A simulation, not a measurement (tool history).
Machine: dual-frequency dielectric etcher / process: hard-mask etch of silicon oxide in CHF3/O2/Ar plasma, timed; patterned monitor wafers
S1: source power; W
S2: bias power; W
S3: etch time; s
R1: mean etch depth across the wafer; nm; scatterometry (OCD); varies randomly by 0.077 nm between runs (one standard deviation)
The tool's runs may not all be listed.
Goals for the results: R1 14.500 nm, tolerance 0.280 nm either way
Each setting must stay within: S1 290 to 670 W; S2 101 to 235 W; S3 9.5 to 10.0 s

run  hour   S1   S2    S3      R1
  1   0.0  480  168  10.0  17.156
  2   3.7  480  181  10.0  17.360
  3   7.4  400  181  10.0  16.028
  4  14.1  400  181  10.0  15.925
  5  19.4  380  180  10.0  15.549
  6  24.1  360  179  10.0  15.141
  7  27.2  310  176  10.0  13.732
  8  31.7  320  176  10.0  14.149

4 candidate next runs follow, results not yet known. Just one meets every target within its allowed miss. Identify it.
  A  36.2  320  173  10.0   ?
  B  36.2  300  186  10.0   ?
  C  36.2  300  173  10.0   ?
  D  36.2  310  210  10.0   ?

move      R1
   A  13.947
   B  13.663
   C  13.391
   D  14.476
A: the biggest miss grows against the last run
B: the biggest miss grows against the last run
C: the biggest miss grows against the last run
D: each result inside its tolerance
Go with D: it meets all targets.
